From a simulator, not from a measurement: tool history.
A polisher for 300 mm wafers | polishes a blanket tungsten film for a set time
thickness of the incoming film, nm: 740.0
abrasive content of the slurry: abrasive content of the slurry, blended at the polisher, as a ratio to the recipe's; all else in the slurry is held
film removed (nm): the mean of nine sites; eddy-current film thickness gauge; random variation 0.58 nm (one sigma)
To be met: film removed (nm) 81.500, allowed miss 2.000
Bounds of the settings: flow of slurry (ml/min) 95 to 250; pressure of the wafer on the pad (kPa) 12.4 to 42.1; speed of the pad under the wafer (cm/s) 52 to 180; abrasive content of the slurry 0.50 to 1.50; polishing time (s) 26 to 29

| run | hour | flow of slurry (ml/min) | pressure of the wafer on the pad (kPa) | speed of the pad under the wafer (cm/s) | abrasive content of the slurry | polishing time (s) | film removed (nm) |
|---|---|---|---|---|---|---|---|
| 1 | 0.0 | 160 | 26.9 | 116 | 1.00 | 29 | 143.980 |
| 2 | 5.0 | 160 | 29.6 | 116 | 1.00 | 29 | 156.230 |
| 3 | 10.7 | 160 | 29.6 | 116 | 0.85 | 29 | 151.010 |
| 4 | 17.3 | 160 | 29.6 | 116 | 1.05 | 29 | 157.750 |
| 5 | 17.9 | 160 | 29.6 | 116 | 1.15 | 29 | 159.360 |
| 6 | 24.9 | 160 | 29.6 | 136 | 1.15 | 29 | 188.120 |
| 7 | 27.3 | 155 | 26.9 | 132 | 1.15 | 29 | 167.920 |
| 8 | 27.9 | 155 | 24.8 | 126 | 1.15 | 29 | 151.520 |
| 9 | 31.5 | 155 | 22.8 | 120 | 1.15 | 29 | 135.300 |
| 10 | 35.8 | 150 | 21.4 | 116 | 1.15 | 29 | 124.480 |
| 11 | 41.9 | 145 | 20.0 | 114 | 1.15 | 29 | 116.770 |
| 12 | 46.9 | 140 | 18.6 | 112 | 1.15 | 29 | 106.180 |
| 13 | 47.8 | 135 | 17.9 | 112 | 1.15 | 29 | 103.750 |
| 14 | 55.7 | 130 | 17.2 | 112 | 1.15 | 29 | 100.620 |
| 15 | 63.2 | 125 | 16.5 | 112 | 1.15 | 29 | 97.802 |
| 16 | 71.7 | 125 | 16.5 | 112 | 1.15 | 29 | 96.913 |
| 17 | 75.5 | 120 | 15.9 | 112 | 1.15 | 29 | 93.877 |
| 18 | 80.4 | 115 | 15.2 | 112 | 1.15 | 29 | 90.099 |
| 19 | 87.7 | 110 | 15.2 | 112 | 1.15 | 29 | 89.183 |

4 next moves are on the table. One of them brings every result within its allowed miss. Which?
| A | 95.0 | 115 | 19.3 | 84 | 1.10 | 29 | ? |
| B | 95.0 | 110 | 15.2 | 120 | 1.05 | 29 | ? |
| C | 95.0 | 95 | 15.9 | 144 | 1.05 | 26 | ? |
| D | 95.0 | 115 | 19.3 | 102 | 1.40 | 29 | ? |

| move | film removed (nm) |
|---|---|
| A | 80.992 |
| B | 93.893 |
| C | 99.480 |
| D | 101.770 |
A: meets every target
B: further off than the last run
C: further off than the last run
D: further off than the last run
Move A is the one to make.

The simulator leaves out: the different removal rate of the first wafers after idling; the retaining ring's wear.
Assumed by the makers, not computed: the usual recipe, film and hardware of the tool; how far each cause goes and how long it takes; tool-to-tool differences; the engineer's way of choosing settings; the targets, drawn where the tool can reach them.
